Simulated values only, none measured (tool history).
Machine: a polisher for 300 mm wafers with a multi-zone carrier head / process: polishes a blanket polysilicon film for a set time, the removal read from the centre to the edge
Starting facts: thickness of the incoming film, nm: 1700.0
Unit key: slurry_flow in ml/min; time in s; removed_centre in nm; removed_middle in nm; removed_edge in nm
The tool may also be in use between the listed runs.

run    day  slurry_flow  centre_zone  middle_zone  edge_zone  time  removed_centre  removed_middle  removed_edge
  1      0          300            1            1          1    76          297.75           298.8        310.31
  2  0.162          300            1            1          1    67          260.84          261.89        273.81
  3  0.517          315         1.02            1       1.01    67          268.07          266.06        272.81
  4  0.596          315         1.02            1       1.01    81          324.74          320.57        330.94
  5  0.875          315         1.02            1       1.05    81          330.24           319.9        343.89
  6  0.946          315         1.02            1       1.05    89          356.26          348.82        374.78
  7  1.171          310         1.01         0.97       1.01    87          342.15          333.22        351.92

The next listed run, before its measurement:
  8  1.225          300            1         0.94       0.99    86               ?               ?             ?

{"run 8": {"removed_centre": 334.89, "removed_middle": 321.82, "removed_edge": 350.41}}
